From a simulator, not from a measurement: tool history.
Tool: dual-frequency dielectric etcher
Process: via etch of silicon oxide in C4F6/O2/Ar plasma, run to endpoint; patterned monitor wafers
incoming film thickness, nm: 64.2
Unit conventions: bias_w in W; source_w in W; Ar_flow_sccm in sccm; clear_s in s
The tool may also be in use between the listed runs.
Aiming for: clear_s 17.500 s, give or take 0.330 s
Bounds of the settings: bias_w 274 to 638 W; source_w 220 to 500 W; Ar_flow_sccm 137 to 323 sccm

run 1 hour=0.0 | bias_w=456 source_w=360 Ar_flow_sccm=230 | clear_s=15.409
run 2 hour=3.0 | bias_w=456 source_w=380 Ar_flow_sccm=230 | clear_s=15.218
run 3 hour=4.7 | bias_w=456 source_w=320 Ar_flow_sccm=230 | clear_s=16.317
run 4 hour=5.7 | bias_w=438 source_w=320 Ar_flow_sccm=230 | clear_s=16.644
run 5 hour=6.9 | bias_w=438 source_w=350 Ar_flow_sccm=230 | clear_s=16.143
run 6 hour=12.4 | bias_w=501 source_w=350 Ar_flow_sccm=230 | clear_s=15.137
run 7 hour=19.9 | bias_w=467 source_w=350 Ar_flow_sccm=230 | clear_s=15.520
run 8 hour=23.9 | bias_w=441 source_w=350 Ar_flow_sccm=230 | clear_s=15.993
run 9 hour=27.1 | bias_w=421 source_w=350 Ar_flow_sccm=230 | clear_s=16.285
run 10 hour=33.7 | bias_w=405 source_w=350 Ar_flow_sccm=230 | clear_s=16.752
run 11 hour=38.0 | bias_w=397 source_w=350 Ar_flow_sccm=230 | clear_s=16.832
-- hour=39.6 bias power generator calibrated
run 12 hour=39.6 | bias_w=389 source_w=350 Ar_flow_sccm=230 | clear_s=17.148

Which of these 4 next moves meets every target?
run A hour=41.2 | bias_w=447 source_w=290 Ar_flow_sccm=236 | clear_s=?
run B hour=41.2 | bias_w=414 source_w=350 Ar_flow_sccm=219 | clear_s=?
run C hour=41.2 | bias_w=384 source_w=370 Ar_flow_sccm=231 | clear_s=?
run D hour=41.2 | bias_w=392 source_w=350 Ar_flow_sccm=214 | clear_s=?

move=A clear_s=17.494
move=B clear_s=16.605
move=C clear_s=16.826
move=D clear_s=16.994
A: each result inside its tolerance
B: its largest miss is bigger than the last run's
C: its largest miss is bigger than the last run's
D: its largest miss is bigger than the last run's
The move that meets every target is A.

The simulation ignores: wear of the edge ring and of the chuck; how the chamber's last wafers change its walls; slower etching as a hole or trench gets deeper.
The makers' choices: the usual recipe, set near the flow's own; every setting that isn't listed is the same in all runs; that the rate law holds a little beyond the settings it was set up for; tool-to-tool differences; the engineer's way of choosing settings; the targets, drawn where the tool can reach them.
